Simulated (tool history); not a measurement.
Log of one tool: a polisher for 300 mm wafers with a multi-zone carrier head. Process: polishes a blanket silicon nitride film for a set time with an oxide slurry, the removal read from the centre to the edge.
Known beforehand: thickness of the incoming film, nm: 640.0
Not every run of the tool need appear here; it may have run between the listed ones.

run,hour,flow of slurry (ml/min),pressure of the head's centre zone,pressure of the head's middle zone,pressure of the head's edge zone,abrasive content of the slurry,polishing time (s),film removed at the wafer's centre (angstrom),film removed at mid-radius (angstrom),film removed at the wafer's edge (angstrom)
1,0.0,125,1.00,1.00,1.00,1.00,78,481.30,482.57,486.22
2,6.7,125,1.00,1.00,1.04,1.00,78,485.32,471.18,478.48
3,8.7,125,0.94,1.00,1.04,1.00,78,454.04,471.85,494.83
4,11.5,120,0.94,1.02,1.02,0.95,78,438.80,470.10,469.57
5,15.0,110,0.93,1.03,1.01,0.95,78,429.13,469.22,467.14
6,21.9,95,0.93,1.03,1.01,0.95,78,408.33,452.75,446.98
7,22.5,90,0.92,1.03,1.01,0.95,78,405.48,447.70,457.93

Forecast run 8:
8,28.0,90,0.91,1.04,1.00,0.90,78,?,?,?

{"run 8": {"film removed at the wafer's centre (angstrom)": 382.04, "film removed at mid-radius (angstrom)": 446.87, "film removed at the wafer's edge (angstrom)": 436.02}}
